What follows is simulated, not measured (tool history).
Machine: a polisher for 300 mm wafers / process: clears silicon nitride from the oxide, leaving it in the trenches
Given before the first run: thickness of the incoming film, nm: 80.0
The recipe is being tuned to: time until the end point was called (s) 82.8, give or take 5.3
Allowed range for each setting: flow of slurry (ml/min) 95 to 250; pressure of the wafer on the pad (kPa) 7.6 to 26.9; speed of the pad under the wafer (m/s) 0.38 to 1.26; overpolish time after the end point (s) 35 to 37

run  hour  flow of slurry (ml/min)  pressure of the wafer on the pad (kPa)  speed of the pad under the wafer (m/s)  overpolish time after the end point (s)  time until the end point was called (s)
  1     0                      160                                    17.2                                    0.82                                       35                                   110.53
  2   4.9                      160                                    17.9                                    0.82                                       35                                   107.67
  3   8.2                      160                                    18.6                                    0.82                                       35                                   105.46
  4  10.9                      160                                    18.6                                    0.82                                       37                                   106.66
  5  18.3                      160                                    19.3                                    0.82                                       37                                   105.47
  6  24.5                      140                                    19.3                                    0.82                                       37                                    105.9
  7  31.4                      140                                      20                                    0.82                                       37                                   108.45
  8    32                      145                                    20.7                                    0.82                                       37                                   102.13
  9  34.2                      150                                    21.4                                    0.82                                       37                                   94.037
 10  35.2                      155                                    21.4                                    0.82                                       37                                    98.09
 11  42.5                      155                                    22.1                                    0.82                                       37                                   94.716
 12  50.8                      160                                    23.4                                    0.84                                       37                                   89.217

Next run, 4 choices. One meets every target within its allowed miss, the rest don't. Which?
  A  59.1                      160                                    21.4                                    0.78                                       37                                        ?
  B  59.1                      205                                    23.4                                    0.86                                       35                                        ?
  C  59.1                      170                                    26.2                                    0.68                                       35                                        ?
  D  59.1                      225                                    18.6                                    0.88                                       37                                        ?

move  time until the end point was called (s)
   A                                   102.01
   B                                   84.061
   C                                   100.53
   D                                   94.256
A: moves away from the targets compared with the last run
B: all results land within tolerance of their targets
C: moves away from the targets compared with the last run
D: moves away from the targets compared with the last run
So the answer is move B, the one that meets all the targets.
